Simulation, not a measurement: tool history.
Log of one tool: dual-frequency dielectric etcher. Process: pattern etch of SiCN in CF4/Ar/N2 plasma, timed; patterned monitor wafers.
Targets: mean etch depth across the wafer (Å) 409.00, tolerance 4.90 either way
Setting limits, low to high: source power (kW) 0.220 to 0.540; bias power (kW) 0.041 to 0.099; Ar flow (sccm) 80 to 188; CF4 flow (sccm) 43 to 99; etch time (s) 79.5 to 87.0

| run | day | source power (kW) | bias power (kW) | Ar flow (sccm) | CF4 flow (sccm) | etch time (s) | mean etch depth across the wafer (Å) |
|---|---|---|---|---|---|---|---|
| 1 | 0.000 | 0.380 | 0.070 | 134 | 71 | 87.0 | 609.06 |
| 2 | 0.038 | 0.350 | 0.069 | 134 | 71 | 87.0 | 560.22 |
| 3 | 0.333 | 0.350 | 0.069 | 134 | 71 | 87.0 | 561.39 |
| 4 | 0.446 | 0.320 | 0.069 | 134 | 71 | 87.0 | 516.97 |
| 5 | 0.767 | 0.280 | 0.069 | 134 | 71 | 87.0 | 457.33 |
| 6 | 0.992 | 0.250 | 0.069 | 134 | 71 | 87.0 | 413.03 |
|  | 1.254 | CF4 flow controller replaced |
| 7 | 1.254 | 0.250 | 0.068 | 134 | 71 | 87.0 | 414.72 |
| 8 | 1.517 | 0.250 | 0.068 | 134 | 71 | 84.5 | 403.47 |
| 9 | 1.633 | 0.250 | 0.068 | 134 | 71 | 87.0 | 413.10 |

Exercise: of the 5 proposed moves below, exactly one satisfies all targets within the stated allowed misses. Which move is it?
| A | 1.750 | 0.280 | 0.070 | 142 | 69 | 80.0 | ? |
| B | 1.750 | 0.240 | 0.072 | 111 | 72 | 87.0 | ? |
| C | 1.750 | 0.270 | 0.066 | 142 | 74 | 84.5 | ? |
| D | 1.750 | 0.270 | 0.075 | 126 | 63 | 81.5 | ? |
| E | 1.750 | 0.260 | 0.067 | 135 | 78 | 82.0 | ? |

| move | mean etch depth across the wafer (Å) |
|---|---|
| A | 420.78 |
| B | 420.46 |
| C | 425.77 |
| D | 426.12 |
| E | 409.25 |
A: further off than the last run
B: further off than the last run
C: further off than the last run
D: further off than the last run
E: in spec on every target
So the answer is move E, the one that meets all the targets.
